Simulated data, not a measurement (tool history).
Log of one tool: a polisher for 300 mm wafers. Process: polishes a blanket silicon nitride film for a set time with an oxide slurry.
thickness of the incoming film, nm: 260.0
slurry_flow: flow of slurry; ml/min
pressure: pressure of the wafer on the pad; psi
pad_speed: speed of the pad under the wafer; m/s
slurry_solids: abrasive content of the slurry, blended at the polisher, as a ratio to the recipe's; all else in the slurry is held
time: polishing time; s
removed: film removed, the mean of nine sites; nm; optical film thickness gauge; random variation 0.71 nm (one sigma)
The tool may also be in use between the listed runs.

run 1 hour=0 | slurry_flow=285 pressure=4.4 pad_speed=1.12 slurry_solids=1 time=109 | removed=102.61
run 2 hour=6.8 | slurry_flow=285 pressure=4.4 pad_speed=1.12 slurry_solids=0.85 time=109 | removed=91.352
run 3 hour=13.8 | slurry_flow=285 pressure=3.9 pad_speed=1.1 slurry_solids=0.85 time=109 | removed=82.189
run 4 hour=21.9 | slurry_flow=285 pressure=3.5 pad_speed=1.06 slurry_solids=0.85 time=109 | removed=73.326
run 5 hour=29.9 | slurry_flow=285 pressure=3.5 pad_speed=1.28 slurry_solids=0.85 time=109 | removed=84.25
run 6 hour=36.7 | slurry_flow=285 pressure=3.5 pad_speed=1.46 slurry_solids=0.85 time=109 | removed=93.041
run 7 hour=40.8 | slurry_flow=285 pressure=3.2 pad_speed=1.38 slurry_solids=0.85 time=109 | removed=81.4
run 8 hour=47.4 | slurry_flow=285 pressure=3 pad_speed=1.32 slurry_solids=0.85 time=109 | removed=72.344
run 9 hour=55.3 | slurry_flow=285 pressure=2.8 pad_speed=1.3 slurry_solids=0.85 time=109 | removed=69.963
run 10 hour=56.1 | slurry_flow=285 pressure=2.6 pad_speed=1.26 slurry_solids=0.85 time=109 | removed=62.128

Run 11 comes next. What will it give?
run 11 hour=58 | slurry_flow=285 pressure=2 pad_speed=1.18 slurry_solids=0.85 time=109 | removed=?

removed: 46.077 nm
